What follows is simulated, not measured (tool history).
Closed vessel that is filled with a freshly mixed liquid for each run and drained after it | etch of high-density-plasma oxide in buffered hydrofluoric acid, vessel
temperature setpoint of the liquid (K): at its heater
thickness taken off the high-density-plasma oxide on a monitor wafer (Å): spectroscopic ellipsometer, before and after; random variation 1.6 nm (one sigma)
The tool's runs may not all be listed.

| run | day | temperature setpoint of the liquid (K) | parts of 40 % ammonium fluoride to one part of 49 % hydrofluoric acid (parts by volume) | time in the liquid (s) | thickness taken off the high-density-plasma oxide on a monitor wafer (Å) |
|---|---|---|---|---|---|
| 1 | 0 | 297.15 | 9.5 | 100 | 1422.9 |
| 2 | 0.188 | 297.15 | 9.5 | 105 | 1490.7 |
| 3 | 0.442 | 297.15 | 11.5 | 105 | 1296.8 |
| 4 | 0.779 | 297.65 | 11.5 | 105 | 1332.3 |
|  | 0.858 | hydrofluoric acid flow meter replaced |
| 5 | 0.858 | 297.65 | 11.5 | 105 | 1240.8 |
| 6 | 1.229 | 298.65 | 11.5 | 105 | 1301 |

The next listed run, before its measurement:
| 7 | 1.354 | 298.65 | 11.5 | 105 | ? |

{"run 7": {"thickness taken off the high-density-plasma oxide on a monitor wafer (Å)": 1312.9}}
